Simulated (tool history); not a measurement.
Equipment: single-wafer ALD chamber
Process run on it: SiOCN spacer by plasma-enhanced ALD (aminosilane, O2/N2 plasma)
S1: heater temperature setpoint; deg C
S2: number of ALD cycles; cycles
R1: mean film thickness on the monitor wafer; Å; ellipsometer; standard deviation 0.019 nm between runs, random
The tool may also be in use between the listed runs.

run,hour,S1,S2,R1
1,0,420,85,54.686
2,3.4,415,85,55.549
3,7.1,410,85,56.895
4,8.1,407,86,57.672
# hour 15.1: thermocouple changed; heater temperature recalibrated
5,15.1,417,86,56.353
6,15.9,414,87,57.749
7,16.6,414,87,57.769
8,20,411,88,58.951

Predict the results of run 9:
9,27.5,411,88,?

{"run 9": {"R1": 58.875}}
